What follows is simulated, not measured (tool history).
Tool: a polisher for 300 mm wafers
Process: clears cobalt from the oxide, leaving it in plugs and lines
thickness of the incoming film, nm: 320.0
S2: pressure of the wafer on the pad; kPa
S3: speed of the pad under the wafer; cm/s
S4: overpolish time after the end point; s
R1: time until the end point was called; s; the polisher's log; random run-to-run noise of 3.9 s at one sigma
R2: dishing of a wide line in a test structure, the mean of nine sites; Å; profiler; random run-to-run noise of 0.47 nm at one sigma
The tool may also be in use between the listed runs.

Run 1, hour 0: flow of slurry (ml/min) 155, S2 9.7 kPa, S3 82 cm/s, S4 23 s. Result: R1 126.14 s, R2 412.23 Å.
Run 2, hour 6.5: flow of slurry (ml/min) 155, S2 9 kPa, S3 82 cm/s, S4 25 s. Result: R1 129.03 s, R2 413.39 Å.
Run 3, hour 8.9: flow of slurry (ml/min) 155, S2 9 kPa, S3 82 cm/s, S4 21 s. Result: R1 134.35 s, R2 380.63 Å.
Run 4, hour 12.5: flow of slurry (ml/min) 155, S2 9 kPa, S3 102 cm/s, S4 21 s. Result: R1 105.92 s, R2 420.12 Å.
Run 5, hour 19.9: flow of slurry (ml/min) 155, S2 8.3 kPa, S3 98 cm/s, S4 23 s. Result: R1 117.96 s, R2 418.73 Å.
Run 6, hour 23.2: flow of slurry (ml/min) 155, S2 8.3 kPa, S3 90 cm/s, S4 23 s. Result: R1 128.86 s, R2 396.6 Å.

Run 7, settings as shown, results not yet in. Your forecast:
Run 7, hour 31.2: flow of slurry (ml/min) 155, S2 7.6 kPa, S3 88 cm/s, S4 25 s. Result: R1 ?, R2 ?.

{"run 7": {"R1": 137.91, "R2": 397.34}}
